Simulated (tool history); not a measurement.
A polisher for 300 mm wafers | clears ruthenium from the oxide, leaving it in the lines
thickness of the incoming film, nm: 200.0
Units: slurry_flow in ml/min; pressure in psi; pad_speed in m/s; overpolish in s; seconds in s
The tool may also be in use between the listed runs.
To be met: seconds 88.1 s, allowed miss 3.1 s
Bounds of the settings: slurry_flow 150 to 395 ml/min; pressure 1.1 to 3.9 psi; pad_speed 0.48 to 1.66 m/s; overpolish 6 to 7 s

run,hour,slurry_flow,pressure,pad_speed,overpolish,seconds
1,0,250,2.5,1.06,7,140.4
2,6.6,250,2.7,1.06,7,130.98
3,8.8,250,2.8,1.06,7,127.4
4,16.9,250,2.8,1.06,7,127.02
5,25.3,250,2.9,1.06,7,123.42
6,33.5,250,3,1.06,7,118.23
7,34.9,250,3.1,1.06,7,114.21
8,37.3,250,3.2,1.06,7,110.99

Which of these 4 next moves meets every target?
A,39.7,260,3.3,1.18,7,?
B,39.7,265,3.5,1.1,7,?
C,39.7,290,2.9,1.46,7,?
D,39.7,225,3.9,1.18,7,?

move,seconds
A,96.776
B,97.657
C,88.376
D,83.261
A: nearer than the last run, and not there yet
B: nearer than the last run, and not there yet
C: meets every target
D: takes the result that was furthest off past its target
Move C is the one to make.
